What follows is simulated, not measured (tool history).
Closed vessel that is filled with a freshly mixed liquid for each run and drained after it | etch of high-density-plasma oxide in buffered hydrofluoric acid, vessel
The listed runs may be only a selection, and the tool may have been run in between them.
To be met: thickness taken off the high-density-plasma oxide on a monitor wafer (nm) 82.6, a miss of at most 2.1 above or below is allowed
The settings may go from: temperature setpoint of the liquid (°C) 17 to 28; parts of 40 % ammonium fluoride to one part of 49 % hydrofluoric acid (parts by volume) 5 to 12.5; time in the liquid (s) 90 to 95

run  hour  temperature setpoint of the liquid (°C)  parts of 40 % ammonium fluoride to one part of 49 % hydrofluoric acid (parts by volume)  time in the liquid (s)  thickness taken off the high-density-plasma oxide on a monitor wafer (nm)
  1     0                                       20                                                                                      7.5                      90                                                                     105.25
  2   4.6                                       23                                                                                      7.5                      90                                                                     121.76
  3  11.1                                       26                                                                                      7.5                      90                                                                     144.29
  4  16.8                                       26                                                                                      7.5                      90                                                                     145.16
  5  18.9                                     23.5                                                                                      7.5                      90                                                                     126.24
  6  25.7                                     23.5                                                                                        8                      90                                                                     118.51
  7  27.8                                       22                                                                                        8                      90                                                                     109.76
  8  30.4                                     20.5                                                                                        8                      90                                                                     99.626
  9  32.4                                     19.5                                                                                        8                      90                                                                     96.072
 10  35.1                                       19                                                                                        8                      90                                                                     92.126

Which one of the following 5 next-run settings gets every result inside its allowed miss? There is exactly one.
  A  37.8                                       18                                                                                        8                      90                                                                          ?
  B  37.8                                     18.5                                                                                        9                      95                                                                          ?
  C  37.8                                       19                                                                                      8.5                      90                                                                          ?
  D  37.8                                       17                                                                                      7.5                      90                                                                          ?
  E  37.8                                     17.5                                                                                        8                      95                                                                          ?

move  thickness taken off the high-density-plasma oxide on a monitor wafer (nm)
   A                                                                     86.274
   B                                                                     82.437
   C                                                                     85.481
   D                                                                     87.402
   E                                                                     88.518
A: an improvement on the last run, though not all results are within tolerance
B: all results land within tolerance of their targets
C: an improvement on the last run, though not all results are within tolerance
D: an improvement on the last run, though not all results are within tolerance
E: an improvement on the last run, though not all results are within tolerance
The move that meets every target is B.

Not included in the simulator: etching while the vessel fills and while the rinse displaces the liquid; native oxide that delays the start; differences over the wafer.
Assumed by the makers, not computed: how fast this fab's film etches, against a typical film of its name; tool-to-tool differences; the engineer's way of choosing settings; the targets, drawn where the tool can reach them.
